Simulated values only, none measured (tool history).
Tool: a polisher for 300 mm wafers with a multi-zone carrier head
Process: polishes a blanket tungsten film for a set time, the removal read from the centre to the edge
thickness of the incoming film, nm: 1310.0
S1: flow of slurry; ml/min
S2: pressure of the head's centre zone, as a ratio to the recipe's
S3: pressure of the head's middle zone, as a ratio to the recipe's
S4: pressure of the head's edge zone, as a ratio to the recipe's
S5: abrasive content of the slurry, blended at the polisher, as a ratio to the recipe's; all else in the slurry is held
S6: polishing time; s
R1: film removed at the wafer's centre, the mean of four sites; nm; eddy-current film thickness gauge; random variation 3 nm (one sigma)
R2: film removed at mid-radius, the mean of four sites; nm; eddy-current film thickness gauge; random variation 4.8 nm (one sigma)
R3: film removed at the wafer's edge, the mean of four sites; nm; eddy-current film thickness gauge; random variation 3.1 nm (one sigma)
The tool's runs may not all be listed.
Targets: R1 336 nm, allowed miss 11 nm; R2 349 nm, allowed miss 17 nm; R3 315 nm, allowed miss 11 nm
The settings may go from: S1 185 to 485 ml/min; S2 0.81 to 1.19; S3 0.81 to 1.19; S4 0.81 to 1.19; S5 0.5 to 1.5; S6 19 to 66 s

run   hour   S1    S2    S3    S4    S5  S6      R1      R2      R3
  1      0  310     1     1     1     1  42  231.77   231.2  214.22
  2    8.2  310  1.01  1.02  1.03   1.1  44  241.93  254.26  231.04
  3   13.5  315  1.04  1.02  1.05   1.2  46  269.51  262.63  251.33
  4   19.5  315  1.04  1.02  1.05   1.2  42  246.23  241.08  231.23
  5   23.6  315  1.04  0.97  1.05   1.2  42   242.6  238.67  229.84
  6   31.1  315  0.97  0.97  1.05   1.2  42  229.03  235.64  229.51
  7     38  320  0.99  1.01  1.05  1.25  44  246.51  259.63  241.63
  8   42.3  325  1.01  1.03  1.06   1.3  46  267.79  282.07  262.35
        49  -- edge zone pressure recalibrated
  9     49  335  1.03  1.06  1.07  1.35  47  286.57  287.45  278.62
 10     57  335  1.03  1.08  1.05   1.4  48  293.41  304.02  285.67
 11   59.7  340  1.04   1.1  1.04   1.4  49  301.34  322.44  285.36
 12   68.5  345  1.05  1.12  1.05   1.4  49  302.52  323.42  289.29
 13   74.5  350  1.06  1.13  1.06   1.4  49  305.48  324.24  289.67
 14   81.4  350  1.07  1.14  1.07   1.4  49  312.29   333.1  289.39
 15   90.3  350  1.07  1.14  1.09   1.4  49  311.86  323.98  296.05
 16   94.5  355  1.08  1.15  1.09   1.4  49  311.74  330.51  294.57
 17  103.1  355  1.09  1.16   1.1   1.4  49   313.2  329.73  298.91

5 next moves are on the table. One of them brings every result within its allowed miss. Which?
  A  111.7  350  1.16  1.08   1.1   1.4  48   ?   ?   ?
  B  111.7  345  0.97  1.19  0.96   1.4  54   ?   ?   ?
  C  111.7  320  1.14  1.14  1.17  1.35  49   ?   ?   ?
  D  111.7  335  1.08  1.12  1.06   1.5  52   ?   ?   ?
  E  111.7  285  1.13  1.16  0.94   1.3  53   ?   ?   ?

move      R1      R2      R3
   A   327.3  310.82  289.92
   B  307.35  380.12  304.41
   C  323.03  327.11  300.95
   D  334.09  351.92  312.28
   E  339.36  352.43  287.19
A: brings the result that was furthest off to its target, and leaves another outside
B: further off than the last run
C: nearer than the last run, and not there yet
D: meets every target
E: brings the result that was furthest off to its target, and leaves another outside
Answer: D

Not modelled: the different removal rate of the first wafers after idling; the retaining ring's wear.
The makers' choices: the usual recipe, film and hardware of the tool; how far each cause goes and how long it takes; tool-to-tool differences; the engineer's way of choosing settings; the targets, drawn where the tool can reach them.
